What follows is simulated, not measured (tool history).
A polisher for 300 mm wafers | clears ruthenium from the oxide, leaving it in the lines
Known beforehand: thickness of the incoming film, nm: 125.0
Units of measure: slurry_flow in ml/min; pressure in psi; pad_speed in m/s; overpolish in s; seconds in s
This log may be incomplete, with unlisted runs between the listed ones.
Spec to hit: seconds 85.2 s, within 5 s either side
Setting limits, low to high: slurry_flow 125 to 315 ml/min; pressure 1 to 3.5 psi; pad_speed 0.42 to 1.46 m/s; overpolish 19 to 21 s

run  hour  slurry_flow  pressure  pad_speed  overpolish  seconds
  1     0          205       2.2       0.94          19   123.72
  2   7.5          250       2.2       0.94          19   117.55
  3  11.6          250       2.3       0.94          19   111.06
  4  17.2          250       2.4       0.94          19    106.4
  5  17.7          250       2.5       0.94          19   105.17
  6  21.5          250       2.6       0.94          19   100.33
  7  29.2          250       2.7       0.94          19   96.806
  8  35.4          250       2.8       0.94          19    94.91

4 candidate next runs follow, results not yet known. Just one meets every target within its allowed miss. Identify it.
  A  41.6          205       3.1       0.82          19        ?
  B  41.6          260       2.5       0.86          20        ?
  C  41.6          230       2.5       0.98          19        ?
  D  41.6          240       2.9       1.02          19        ?

move  seconds
   A   96.499
   B   110.77
   C   99.594
   D   82.616
A: misses by more than the last run did
B: misses by more than the last run did
C: misses by more than the last run did
D: every result lands within tolerance
D meets every target.
